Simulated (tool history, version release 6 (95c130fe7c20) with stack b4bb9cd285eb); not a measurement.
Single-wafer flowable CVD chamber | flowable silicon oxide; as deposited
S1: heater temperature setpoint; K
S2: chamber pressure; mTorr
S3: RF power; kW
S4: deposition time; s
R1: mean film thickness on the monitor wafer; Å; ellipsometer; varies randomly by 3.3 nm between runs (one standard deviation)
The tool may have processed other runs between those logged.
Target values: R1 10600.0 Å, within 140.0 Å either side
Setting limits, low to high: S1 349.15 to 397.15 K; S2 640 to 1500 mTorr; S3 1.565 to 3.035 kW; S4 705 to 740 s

| run | hour | S1 | S2 | S3 | S4 | R1 |
|---|---|---|---|---|---|---|
| 1 | 0.0 | 373.15 | 1070 | 2.300 | 740 | 6193.3 |
| 2 | 8.6 | 370.15 | 1070 | 2.300 | 740 | 6953.4 |
| 3 | 12.8 | 368.15 | 1070 | 2.300 | 740 | 7494.8 |
| 4 | 21.0 | 368.15 | 1070 | 2.300 | 705 | 7152.3 |
| 5 | 23.2 | 368.15 | 1070 | 2.610 | 705 | 7163.1 |
| 6 | 29.6 | 368.15 | 1260 | 2.610 | 705 | 8430.7 |
| 7 | 33.5 | 367.15 | 1260 | 2.610 | 705 | 8808.3 |
| 8 | 34.5 | 366.15 | 1260 | 2.610 | 705 | 9098.0 |
| 9 | 37.0 | 365.15 | 1260 | 2.610 | 705 | 9519.4 |
| 10 | 39.3 | 363.15 | 1260 | 2.610 | 705 | 10232.0 |

4 candidate next runs follow, results not yet known. Just one meets every target within its allowed miss. Identify it.
| A | 41.6 | 367.15 | 1440 | 2.150 | 721 | ? |
| B | 41.6 | 364.15 | 1270 | 2.535 | 705 | ? |
| C | 41.6 | 362.15 | 1240 | 2.635 | 718 | ? |
| D | 41.6 | 360.15 | 1120 | 2.790 | 707 | ? |

| move | R1 |
|---|---|
| A | 10014.0 |
| B | 9952.5 |
| C | 10622.0 |
| D | 10185.0 |
A: moves away from the targets compared with the last run
B: moves away from the targets compared with the last run
C: each result inside its tolerance
D: moves away from the targets compared with the last run
So the answer is move C, the one that meets all the targets.

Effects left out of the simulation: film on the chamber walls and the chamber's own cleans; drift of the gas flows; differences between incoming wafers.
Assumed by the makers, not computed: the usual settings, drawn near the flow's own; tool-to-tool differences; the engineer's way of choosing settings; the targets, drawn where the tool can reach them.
